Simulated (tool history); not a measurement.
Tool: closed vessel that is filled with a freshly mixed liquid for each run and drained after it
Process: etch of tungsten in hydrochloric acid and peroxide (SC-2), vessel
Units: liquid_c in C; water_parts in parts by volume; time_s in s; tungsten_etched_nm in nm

run,day,liquid_c,water_parts,time_s,tungsten_etched_nm
1,0,46,10,100,17.277
2,0.279,47,10,100,18.266
3,0.633,48,10,100,19.325
4,0.846,48,10,100,19.392
5,0.917,43.5,10,100,14.303
6,1.029,43.5,7,100,18.966
7,1.067,44.5,7,100,20.612
8,1.192,45.5,7,100,22.272

The next listed run, before its measurement:
9,1.238,46,7,100,?

Run 9 gave tungsten_etched_nm 22.696 nm.

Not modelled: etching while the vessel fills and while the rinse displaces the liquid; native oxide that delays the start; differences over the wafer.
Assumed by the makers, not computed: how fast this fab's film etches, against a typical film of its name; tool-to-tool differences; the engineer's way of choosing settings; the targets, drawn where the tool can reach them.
